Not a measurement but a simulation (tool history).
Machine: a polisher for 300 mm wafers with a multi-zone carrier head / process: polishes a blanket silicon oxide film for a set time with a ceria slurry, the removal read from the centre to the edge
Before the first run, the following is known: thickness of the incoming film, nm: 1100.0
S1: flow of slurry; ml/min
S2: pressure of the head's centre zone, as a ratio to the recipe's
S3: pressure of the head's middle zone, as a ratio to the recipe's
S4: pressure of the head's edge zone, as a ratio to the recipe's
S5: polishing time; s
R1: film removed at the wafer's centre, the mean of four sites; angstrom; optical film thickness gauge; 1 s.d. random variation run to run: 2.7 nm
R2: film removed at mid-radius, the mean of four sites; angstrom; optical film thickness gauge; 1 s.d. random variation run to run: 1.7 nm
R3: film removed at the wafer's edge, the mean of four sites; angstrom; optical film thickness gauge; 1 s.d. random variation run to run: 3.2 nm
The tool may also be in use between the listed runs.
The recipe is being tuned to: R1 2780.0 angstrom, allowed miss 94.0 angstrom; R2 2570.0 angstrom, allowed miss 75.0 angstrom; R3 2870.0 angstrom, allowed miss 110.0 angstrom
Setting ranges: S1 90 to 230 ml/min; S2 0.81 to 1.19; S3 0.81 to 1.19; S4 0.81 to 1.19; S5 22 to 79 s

Run 1, hour 0.0: S1 150 ml/min, S2 1.00, S3 1.00, S4 1.00, S5 50 s. Result: R1 3116.2 angstrom, R2 3140.0 angstrom, R3 3168.7 angstrom.
Run 2, hour 5.3: S1 150 ml/min, S2 0.92, S3 1.00, S4 1.00, S5 50 s. Result: R1 2849.3 angstrom, R2 3126.4 angstrom, R3 3143.6 angstrom.
Run 3, hour 6.0: S1 145 ml/min, S2 0.93, S3 0.97, S4 0.99, S5 50 s. Result: R1 2896.5 angstrom, R2 3030.8 angstrom, R3 3106.6 angstrom.
Run 4, hour 12.3: S1 125 ml/min, S2 0.93, S3 0.97, S4 0.99, S5 50 s. Result: R1 2806.6 angstrom, R2 2943.1 angstrom, R3 3048.7 angstrom.
Run 5, hour 18.2: S1 120 ml/min, S2 0.93, S3 0.95, S4 0.98, S5 50 s. Result: R1 2728.0 angstrom, R2 2881.2 angstrom, R3 3051.0 angstrom.
Run 6, hour 23.6: S1 120 ml/min, S2 0.93, S3 0.90, S4 0.98, S5 50 s. Result: R1 2757.5 angstrom, R2 2754.5 angstrom, R3 3013.3 angstrom.
Run 7, hour 27.6: S1 120 ml/min, S2 0.94, S3 0.89, S4 0.97, S5 50 s. Result: R1 2852.2 angstrom, R2 2720.5 angstrom, R3 3015.9 angstrom.
Run 8, hour 33.7: S1 115 ml/min, S2 0.94, S3 0.89, S4 0.96, S5 50 s. Result: R1 2786.2 angstrom, R2 2679.4 angstrom, R3 2943.5 angstrom.
Run 9, hour 39.9: S1 110 ml/min, S2 0.95, S3 0.88, S4 0.95, S5 50 s. Result: R1 2742.3 angstrom, R2 2672.2 angstrom, R3 2898.4 angstrom.

Of the 4 settings listed for the next run, only one would bring every result within its allowed miss of target. Which one?
Run A, hour 46.1: S1 155 ml/min, S2 0.94, S3 0.82, S4 1.01, S5 49 s. Result: R1 ?, R2 ?, R3 ?.
Run B, hour 46.1: S1 95 ml/min, S2 0.96, S3 0.92, S4 0.97, S5 53 s. Result: R1 ?, R2 ?, R3 ?.
Run C, hour 46.1: S1 100 ml/min, S2 0.99, S3 0.93, S4 0.91, S5 51 s. Result: R1 ?, R2 ?, R3 ?.
Run D, hour 46.1: S1 115 ml/min, S2 0.99, S3 0.88, S4 0.97, S5 48 s. Result: R1 ?, R2 ?, R3 ?.

move      R1      R2      R3
   A  2898.8  2629.2  3123.7
   B  2863.5  2832.1  3088.6
   C  2882.1  2783.1  2907.8
   D  2808.7  2579.8  2882.0
A: the furthest-off result lands on target, but another misses its tolerance
B: the biggest miss grows against the last run
C: the biggest miss grows against the last run
D: all results land within tolerance of their targets
The right move is D.

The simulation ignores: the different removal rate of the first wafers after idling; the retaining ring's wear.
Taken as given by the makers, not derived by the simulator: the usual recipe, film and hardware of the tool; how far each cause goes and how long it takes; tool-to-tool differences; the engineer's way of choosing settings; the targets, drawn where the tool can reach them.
